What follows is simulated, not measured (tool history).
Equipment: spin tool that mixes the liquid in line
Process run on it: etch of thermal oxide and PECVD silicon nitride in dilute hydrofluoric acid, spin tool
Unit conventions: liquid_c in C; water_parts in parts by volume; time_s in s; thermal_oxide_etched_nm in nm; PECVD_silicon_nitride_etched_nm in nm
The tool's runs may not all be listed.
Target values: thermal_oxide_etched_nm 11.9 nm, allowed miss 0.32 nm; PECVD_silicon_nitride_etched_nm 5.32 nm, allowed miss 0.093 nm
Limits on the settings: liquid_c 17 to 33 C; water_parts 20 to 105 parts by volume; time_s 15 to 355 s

| run | hour | liquid_c | water_parts | time_s | thermal_oxide_etched_nm | PECVD_silicon_nitride_etched_nm |
|---|---|---|---|---|---|---|
| 1 | 0 | 25 | 55 | 180 | 17.465 | 7.0389 |
| 2 | 6.7 | 25 | 75 | 180 | 12.502 | 5.1957 |
| 3 | 10.5 | 25 | 95 | 180 | 9.5747 | 4.091 |
| 4 | 12.5 | 25 | 95 | 225 | 11.971 | 5.1392 |
| 5 | 20.3 | 25 | 80 | 225 | 14.525 | 6.0319 |
| 6 | 21.3 | 25.5 | 85 | 230 | 14.188 | 6.0243 |
| 7 | 27.4 | 26 | 90 | 230 | 13.46 | 5.8522 |
| 8 | 30.2 | 26 | 95 | 230 | 12.738 | 5.5556 |

Which one of the following 5 next-run settings gets every result inside its allowed miss? There is exactly one.
| A | 33 | 29 | 95 | 200 | ? | ? |
| B | 33 | 27 | 90 | 195 | ? | ? |
| C | 33 | 30 | 95 | 180 | ? | ? |
| D | 33 | 20.5 | 70 | 230 | ? | ? |
| E | 33 | 25 | 70 | 185 | ? | ? |

| move | thermal_oxide_etched_nm | PECVD_silicon_nitride_etched_nm |
|---|---|---|
| A | 12.318 | 5.9033 |
| B | 11.82 | 5.3447 |
| C | 11.513 | 5.6594 |
| D | 14.146 | 5.2359 |
| E | 13.681 | 5.7051 |
A: the biggest miss grows against the last run
B: meets every target
C: the result that was furthest off in the last run now lies on the other side of its target
D: the biggest miss grows against the last run
E: the biggest miss grows against the last run
Correct choice: B, which meets every target
